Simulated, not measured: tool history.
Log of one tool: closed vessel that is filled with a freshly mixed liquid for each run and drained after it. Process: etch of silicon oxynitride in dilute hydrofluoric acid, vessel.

run,day,temperature setpoint of the liquid (C),parts of water to one part of 49 % hydrofluoric acid (parts by volume),time in the liquid (s),thickness taken off the silicon oxynitride on a monitor wafer (angstrom)
1,0.000,23.0,205,2940,381.53
2,0.342,22.0,215,2940,347.37
3,0.546,21.0,220,2940,321.26
4,0.646,20.5,225,2940,308.41
5,0.854,20.0,230,2940,294.64
6,1.000,19.5,235,2940,280.23

What will run 7 give?
7,1.104,19.0,240,2940,?

thickness taken off the silicon oxynitride on a monitor wafer (angstrom): 268.19
